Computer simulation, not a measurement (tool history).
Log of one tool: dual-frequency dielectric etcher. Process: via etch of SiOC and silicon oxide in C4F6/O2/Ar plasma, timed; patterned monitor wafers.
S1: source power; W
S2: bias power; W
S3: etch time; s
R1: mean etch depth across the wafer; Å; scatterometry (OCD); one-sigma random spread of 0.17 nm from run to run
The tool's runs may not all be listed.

run 1 hour=0.0 | S1=290 S2=188 S3=37.0 | R1=355.71
run 2 hour=3.4 | S1=310 S2=190 S3=37.0 | R1=364.42
run 3 hour=10.4 | S1=310 S2=157 S3=37.0 | R1=341.37
run 4 hour=15.1 | S1=350 S2=157 S3=37.0 | R1=357.84
run 5 hour=16.7 | S1=310 S2=157 S3=37.0 | R1=338.25
run 6 hour=18.0 | S1=330 S2=161 S3=37.0 | R1=351.04
run 7 hour=26.9 | S1=350 S2=165 S3=37.0 | R1=364.59

What will run 8 give?
run 8 hour=30.3 | S1=360 S2=167 S3=37.0 | R1=?

{"run 8": {"R1": 367.11}}

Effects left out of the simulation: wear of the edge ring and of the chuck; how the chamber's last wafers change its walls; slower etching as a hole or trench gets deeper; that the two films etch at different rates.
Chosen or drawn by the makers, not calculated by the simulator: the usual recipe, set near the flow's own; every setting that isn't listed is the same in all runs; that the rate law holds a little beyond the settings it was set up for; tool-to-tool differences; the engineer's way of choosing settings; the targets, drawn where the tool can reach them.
